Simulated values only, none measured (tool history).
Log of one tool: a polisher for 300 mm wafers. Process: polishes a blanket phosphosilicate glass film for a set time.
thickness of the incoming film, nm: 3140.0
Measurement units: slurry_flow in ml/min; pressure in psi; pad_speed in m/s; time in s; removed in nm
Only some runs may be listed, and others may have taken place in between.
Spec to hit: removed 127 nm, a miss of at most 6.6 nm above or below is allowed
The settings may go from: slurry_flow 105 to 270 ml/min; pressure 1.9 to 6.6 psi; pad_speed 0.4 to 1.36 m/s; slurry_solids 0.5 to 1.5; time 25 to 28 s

run	hour	slurry_flow	pressure	pad_speed	slurry_solids	time	removed
1	0	175	4.2	0.88	1	28	343.33
2	0.7	175	3.6	0.76	0.95	28	250.8
3	4.3	175	3.1	0.7	0.95	28	208.71
4	11.5	175	2.8	0.66	0.95	28	179.4
5	16.8	175	2.8	0.66	0.95	28	171.72
6	23.6	175	2.5	0.66	0.95	28	159.33
7	26	175	2.3	0.66	0.95	28	144.48
8	29.6	175	2.2	0.66	0.95	28	137.46
9	35	175	2.1	0.66	0.95	28	134.33

5 next moves are on the table. One of them brings every result within its allowed miss. Which?
A	40.4	210	2.1	0.64	0.95	26	?
B	40.4	135	2.9	0.56	0.95	27	?
C	40.4	185	2.5	0.58	0.95	28	?
D	40.4	170	2.4	0.6	1	28	?
E	40.4	195	2.3	0.66	0.95	28	?

move	removed
A	123.39
B	147.7
C	142.71
D	143.29
E	147.14
A: meets every target
B: the biggest miss grows against the last run
C: the biggest miss grows against the last run
D: the biggest miss grows against the last run
E: the biggest miss grows against the last run
Correct choice: A, which meets every target

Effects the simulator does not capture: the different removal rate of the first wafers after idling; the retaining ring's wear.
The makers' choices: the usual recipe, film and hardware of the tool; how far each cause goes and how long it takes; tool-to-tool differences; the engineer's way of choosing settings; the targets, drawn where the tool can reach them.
